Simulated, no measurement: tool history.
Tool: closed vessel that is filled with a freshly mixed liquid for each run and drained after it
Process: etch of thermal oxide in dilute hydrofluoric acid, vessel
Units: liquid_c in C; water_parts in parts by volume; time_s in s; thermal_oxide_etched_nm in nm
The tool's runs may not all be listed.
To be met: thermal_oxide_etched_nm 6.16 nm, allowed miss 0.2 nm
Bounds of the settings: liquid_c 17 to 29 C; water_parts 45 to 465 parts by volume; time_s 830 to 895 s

run,day,liquid_c,water_parts,time_s,thermal_oxide_etched_nm
1,0,21,255,830,13.069
2,0.1,20.5,275,830,11.622
3,0.292,20,295,830,10.502
4,0.379,21.5,295,830,11.201
5,0.571,21.5,295,830,11.051
6,0.667,20,295,830,10.263
7,0.796,20,295,830,10.317
8,1.112,19.5,310,830,9.5774
9,1.504,19,325,830,8.8939
10,1.871,18.5,335,830,8.5381
11,2.171,18.5,345,830,8.2166
12,2.271,18.5,355,830,7.7903
13,2.467,18.5,365,830,7.4789
14,2.525,17,400,830,6.3907

Which of these 5 next moves meets every target?
A,2.583,19,430,895,?
B,2.583,17,440,850,?
C,2.583,17.5,385,830,?
D,2.583,17,385,830,?
E,2.583,17,420,855,?

move,thermal_oxide_etched_nm
A,6.6647
B,5.7223
C,6.7838
D,6.662
E,6.1225
A: further off than the last run
B: takes the result that was furthest off past its target
C: further off than the last run
D: further off than the last run
E: meets every target
Move E is the one to make.
